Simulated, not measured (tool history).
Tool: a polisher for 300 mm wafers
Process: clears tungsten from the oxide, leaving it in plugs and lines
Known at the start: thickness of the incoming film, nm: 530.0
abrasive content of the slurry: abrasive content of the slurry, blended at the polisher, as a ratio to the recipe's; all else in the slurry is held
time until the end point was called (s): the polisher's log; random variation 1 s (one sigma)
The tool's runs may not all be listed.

run	day	flow of slurry (ml/min)	pressure of the wafer on the pad (psi)	speed of the pad under the wafer (cm/s)	abrasive content of the slurry	overpolish time after the end point (s)	time until the end point was called (s)
1	0.000	140	4.3	132	1.0	26	78.983
2	0.067	140	4.8	132	1.0	26	70.244
3	0.146	135	4.5	132	1.0	26	74.099
4	0.267	135	5.3	132	1.0	26	64.633
5	0.588	135	4.9	132	1.0	26	69.333
6	0.800	135	4.9	148	1.0	26	63.302

Forecast run 7:
7	0.950	135	4.5	148	1.0	26	?

Run 7 gave time until the end point was called (s) 66.896.

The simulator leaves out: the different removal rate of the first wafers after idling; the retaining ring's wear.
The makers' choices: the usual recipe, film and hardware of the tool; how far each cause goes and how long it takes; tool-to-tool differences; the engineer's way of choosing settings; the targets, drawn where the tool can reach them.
